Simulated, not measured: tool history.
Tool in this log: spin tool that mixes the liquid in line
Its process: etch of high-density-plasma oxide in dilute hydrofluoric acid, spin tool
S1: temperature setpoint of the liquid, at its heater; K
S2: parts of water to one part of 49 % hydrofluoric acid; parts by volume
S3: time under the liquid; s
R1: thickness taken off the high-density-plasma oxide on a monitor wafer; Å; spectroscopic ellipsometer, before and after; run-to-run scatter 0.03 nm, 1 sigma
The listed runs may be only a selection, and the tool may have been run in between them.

run	hour	S1	S2	S3	R1
1	0	293.15	130	65	41.131
2	8	293.15	95	65	59.178
3	16.6	293.15	95	40	36.454
4	24.4	290.65	95	40	32.67
5	25.5	290.15	95	40	31.999
6	30.7	292.65	95	40	35.328

Estimate the outcome of run 7 from the log above:
7	34	293.65	95	40	?

{"run 7": {"R1": 36.711}}
